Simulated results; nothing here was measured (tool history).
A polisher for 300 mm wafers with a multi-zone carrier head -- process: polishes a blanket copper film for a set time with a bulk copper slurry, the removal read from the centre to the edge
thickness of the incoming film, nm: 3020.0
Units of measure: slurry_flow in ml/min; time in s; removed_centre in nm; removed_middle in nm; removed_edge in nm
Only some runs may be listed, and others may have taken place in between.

run 1 hour=0 | slurry_flow=300 centre_zone=1 middle_zone=1 edge_zone=1 slurry_solids=1 time=67 | removed_centre=771.6 removed_middle=750.44 removed_edge=766.08
run 2 hour=8.3 | slurry_flow=290 centre_zone=0.98 middle_zone=0.96 edge_zone=0.98 slurry_solids=0.9 time=64 | removed_centre=698.46 removed_middle=675.11 removed_edge=721.82
run 3 hour=9 | slurry_flow=290 centre_zone=0.98 middle_zone=0.96 edge_zone=1.02 slurry_solids=0.9 time=64 | removed_centre=703.58 removed_middle=670.2 removed_edge=717.92
run 4 hour=14.2 | slurry_flow=245 centre_zone=0.98 middle_zone=0.96 edge_zone=1.02 slurry_solids=0.9 time=64 | removed_centre=702.81 removed_middle=656.82 removed_edge=719.69
run 5 hour=15 | slurry_flow=255 centre_zone=0.98 middle_zone=0.94 edge_zone=1 slurry_solids=0.8 time=61 | removed_centre=654.32 removed_middle=604.75 removed_edge=659
run 6 hour=22.3 | slurry_flow=255 centre_zone=0.89 middle_zone=0.94 edge_zone=1 slurry_solids=0.8 time=61 | removed_centre=587.05 removed_middle=603.73 removed_edge=661.36
run 7 hour=26 | slurry_flow=255 centre_zone=0.89 middle_zone=0.94 edge_zone=1 slurry_solids=0.8 time=61 | removed_centre=586.31 removed_middle=606.62 removed_edge=669.49
run 8 hour=26.8 | slurry_flow=255 centre_zone=0.9 middle_zone=0.92 edge_zone=0.98 slurry_solids=0.75 time=60 | removed_centre=578.84 removed_middle=579.97 removed_edge=644.96

Run 9 is up next; what results do you expect?
run 9 hour=27.4 | slurry_flow=250 centre_zone=0.9 middle_zone=0.9 edge_zone=0.96 slurry_solids=0.7 time=59 | removed_centre=? removed_middle=? removed_edge=?

removed_centre: 561.9 nm
removed_middle: 549.21 nm
removed_edge: 617.66 nm
